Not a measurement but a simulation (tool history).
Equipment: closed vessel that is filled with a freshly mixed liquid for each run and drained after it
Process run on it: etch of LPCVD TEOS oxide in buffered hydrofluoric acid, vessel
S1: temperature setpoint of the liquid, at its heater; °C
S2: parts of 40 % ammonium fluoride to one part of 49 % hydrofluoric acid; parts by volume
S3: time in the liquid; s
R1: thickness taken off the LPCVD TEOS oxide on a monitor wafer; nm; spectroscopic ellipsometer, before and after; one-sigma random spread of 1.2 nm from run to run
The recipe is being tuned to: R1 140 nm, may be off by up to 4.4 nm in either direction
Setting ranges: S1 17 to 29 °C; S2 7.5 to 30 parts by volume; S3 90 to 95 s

| run | hour | S1 | S2 | S3 | R1 |
|---|---|---|---|---|---|
| 1 | 0 | 21 | 21 | 90 | 174.46 |
| 2 | 4 | 23 | 21 | 90 | 195.91 |
| 3 | 8.4 | 23 | 26 | 90 | 168.29 |
| 4 | 16.5 | 23 | 26 | 95 | 174.79 |
| 5 | 19 | 22.5 | 26 | 95 | 171.76 |
| 6 | 24.8 | 22.5 | 26 | 95 | 173.82 |
| 7 | 33.4 | 22 | 26 | 95 | 167.92 |
| 8 | 36.6 | 21.5 | 26 | 95 | 162.62 |
| 9 | 41.8 | 21 | 26 | 95 | 156.82 |

Pick the move, out of 4, that brings all results within their allowed miss; only one does.
| A | 47 | 22 | 23.5 | 90 | ? |
| B | 47 | 20 | 22 | 95 | ? |
| C | 47 | 19 | 26 | 95 | ? |
| D | 47 | 21.5 | 24 | 90 | ? |

| move | R1 |
|---|---|
| A | 169.59 |
| B | 167.54 |
| C | 141.08 |
| D | 162.56 |
A: its largest miss is bigger than the last run's
B: its largest miss is bigger than the last run's
C: all results land within tolerance of their targets
D: its largest miss is bigger than the last run's
C is the move that brings every result within its allowed miss.

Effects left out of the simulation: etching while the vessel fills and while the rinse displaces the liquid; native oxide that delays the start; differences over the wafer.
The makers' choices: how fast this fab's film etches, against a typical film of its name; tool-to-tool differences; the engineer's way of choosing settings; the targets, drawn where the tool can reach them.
